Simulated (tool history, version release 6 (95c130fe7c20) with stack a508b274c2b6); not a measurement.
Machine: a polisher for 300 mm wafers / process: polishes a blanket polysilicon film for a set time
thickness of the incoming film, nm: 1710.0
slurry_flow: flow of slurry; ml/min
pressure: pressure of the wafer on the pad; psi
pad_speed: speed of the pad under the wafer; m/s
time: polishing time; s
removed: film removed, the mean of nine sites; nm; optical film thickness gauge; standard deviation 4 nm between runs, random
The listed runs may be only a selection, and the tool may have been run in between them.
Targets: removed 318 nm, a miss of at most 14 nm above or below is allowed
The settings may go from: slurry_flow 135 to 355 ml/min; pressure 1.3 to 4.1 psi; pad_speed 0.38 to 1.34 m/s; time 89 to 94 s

run  hour  slurry_flow  pressure  pad_speed  time  removed
  1     0          225       2.7       0.86    89   679.03
  2   7.4          225       2.7       0.86    94   695.05
  3     8          225       2.5       0.82    94   641.78
  4  13.5          225       2.3       0.76    94   541.38
  5  18.5          225       2.3       0.76    94   547.25
  6  19.7          265       2.3       0.76    94   569.23
  7  25.5          235       1.6       0.58    93    299.2
  8  29.1          240       1.6       0.58    93   301.99
  9  31.3          245       1.8       0.58    93   335.22

Exercise: of the 4 proposed moves below, exactly one satisfies all targets within the stated allowed misses. Which move is it?
  A  33.5          240       1.7       0.62    89        ?
  B  33.5          225       1.5       0.76    94        ?
  C  33.5          245       1.9       0.62    94        ?
  D  33.5          250       1.7       0.52    94        ?

move  removed
   A   317.97
   B   357.03
   C   374.41
   D   287.54
A: hits every target within its allowed miss
B: moves away from the targets compared with the last run
C: moves away from the targets compared with the last run
D: pushes the last run's worst result past its target
Correct choice: A, which meets every target
